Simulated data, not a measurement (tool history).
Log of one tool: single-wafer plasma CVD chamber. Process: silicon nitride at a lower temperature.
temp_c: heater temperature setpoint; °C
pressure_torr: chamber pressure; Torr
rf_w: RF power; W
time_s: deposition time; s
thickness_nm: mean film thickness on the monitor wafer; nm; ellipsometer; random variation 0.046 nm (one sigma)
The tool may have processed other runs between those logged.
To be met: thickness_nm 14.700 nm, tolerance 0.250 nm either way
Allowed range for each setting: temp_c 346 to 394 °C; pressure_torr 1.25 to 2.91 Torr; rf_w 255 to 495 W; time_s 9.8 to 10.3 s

run	hour	temp_c	pressure_torr	rf_w	time_s	thickness_nm
1	0.0	370	2.08	375	10.3	16.730
2	6.1	370	1.91	365	10.3	16.115
3	8.1	370	1.77	360	10.3	15.737
4	15.2	362	1.77	360	10.3	15.709
5	22.3	362	1.77	385	10.3	16.330
6	23.4	362	1.77	410	10.3	17.051
7	31.1	362	1.67	395	10.3	16.484
8	35.4	362	1.59	380	10.3	15.812
9	40.9	362	1.26	360	10.3	14.318

Below are 4 possible settings for the next run. Only one of them brings all results inside the allowed miss of their targets. Which is it?
A	46.4	353	1.29	350	10.2	?
B	46.4	346	1.28	355	10.0	?
C	46.4	372	1.46	350	10.3	?
D	46.4	360	1.30	350	10.3	?

move	thickness_nm
A	14.052
B	13.906
C	14.570
D	14.186
A: further off than the last run
B: further off than the last run
C: all results in spec
D: further off than the last run
The right move is C.

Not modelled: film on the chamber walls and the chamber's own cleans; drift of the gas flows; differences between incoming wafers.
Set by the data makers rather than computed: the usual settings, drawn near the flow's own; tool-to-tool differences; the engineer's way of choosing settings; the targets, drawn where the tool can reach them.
